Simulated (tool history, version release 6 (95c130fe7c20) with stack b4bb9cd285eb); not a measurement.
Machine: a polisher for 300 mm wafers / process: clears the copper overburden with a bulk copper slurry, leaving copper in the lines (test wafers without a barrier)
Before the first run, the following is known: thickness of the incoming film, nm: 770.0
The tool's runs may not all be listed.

run,day,flow of slurry (ml/min),pressure of the wafer on the pad (psi),speed of the pad under the wafer (cm/s),abrasive content of the slurry,overpolish time after the end point (s),time until the end point was called (s),dishing of a wide line in a test structure (angstrom)
1,0.000,250,1.6,134,1.00,20,100.29,749.85
2,0.329,250,1.3,134,1.00,20,123.08,658.67
3,0.542,245,1.1,134,1.00,22,142.64,595.00
4,0.792,245,1.1,134,1.15,22,137.21,625.42
5,1.108,245,1.1,134,1.25,22,137.50,650.53
6,1.271,245,1.0,134,1.25,24,150.83,593.48
7,1.438,245,1.0,134,1.25,28,152.70,666.89

What will run 8 give?
8,1.642,245,0.9,134,1.25,29,?,?

time until the end point was called (s): 167.52
dishing of a wide line in a test structure (angstrom): 636.50
